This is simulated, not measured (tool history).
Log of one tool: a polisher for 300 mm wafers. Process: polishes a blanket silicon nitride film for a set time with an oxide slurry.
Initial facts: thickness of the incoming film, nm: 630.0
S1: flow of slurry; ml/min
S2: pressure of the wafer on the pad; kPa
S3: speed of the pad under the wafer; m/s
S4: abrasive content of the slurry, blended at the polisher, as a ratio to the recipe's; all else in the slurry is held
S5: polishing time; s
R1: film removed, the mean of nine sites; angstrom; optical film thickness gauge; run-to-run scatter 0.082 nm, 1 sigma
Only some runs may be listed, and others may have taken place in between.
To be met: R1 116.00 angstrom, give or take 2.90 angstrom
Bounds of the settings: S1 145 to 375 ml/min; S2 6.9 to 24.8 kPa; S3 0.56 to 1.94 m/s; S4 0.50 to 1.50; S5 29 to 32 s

| run | day | S1 | S2 | S3 | S4 | S5 | R1 |
|---|---|---|---|---|---|---|---|
| 1 | 0.000 | 240 | 15.9 | 1.24 | 1.00 | 32 | 179.78 |
| 2 | 0.138 | 240 | 15.9 | 1.38 | 1.00 | 32 | 188.97 |
| 3 | 0.321 | 240 | 15.9 | 1.38 | 1.00 | 29 | 172.93 |
| 4 | 0.438 | 235 | 13.8 | 1.38 | 1.00 | 29 | 152.24 |
| 5 | 0.496 | 280 | 13.8 | 1.38 | 1.00 | 29 | 153.42 |
| 6 | 0.671 | 280 | 12.4 | 1.38 | 1.00 | 29 | 141.38 |
| 7 | 0.996 | 280 | 11.7 | 1.38 | 1.00 | 29 | 131.41 |
| 8 | 1.225 | 280 | 11.0 | 1.38 | 1.00 | 29 | 124.92 |

Exercise: of the 5 proposed moves below, exactly one satisfies all targets within the stated allowed misses. Which move is it?
| A | 1.454 | 275 | 11.0 | 1.28 | 1.00 | 32 | ? |
| B | 1.454 | 320 | 10.3 | 1.28 | 0.85 | 32 | ? |
| C | 1.454 | 285 | 11.0 | 1.32 | 0.90 | 31 | ? |
| D | 1.454 | 240 | 12.4 | 1.34 | 0.85 | 29 | ? |
| E | 1.454 | 270 | 10.3 | 1.42 | 1.10 | 31 | ? |

| move | R1 |
|---|---|
| A | 131.77 |
| B | 115.58 |
| C | 123.07 |
| D | 122.67 |
| E | 133.48 |
A: misses by more than the last run did
B: every result within its allowed miss
C: nearer than the last run, and not there yet
D: nearer than the last run, and not there yet
E: misses by more than the last run did
Move B is the one to make.

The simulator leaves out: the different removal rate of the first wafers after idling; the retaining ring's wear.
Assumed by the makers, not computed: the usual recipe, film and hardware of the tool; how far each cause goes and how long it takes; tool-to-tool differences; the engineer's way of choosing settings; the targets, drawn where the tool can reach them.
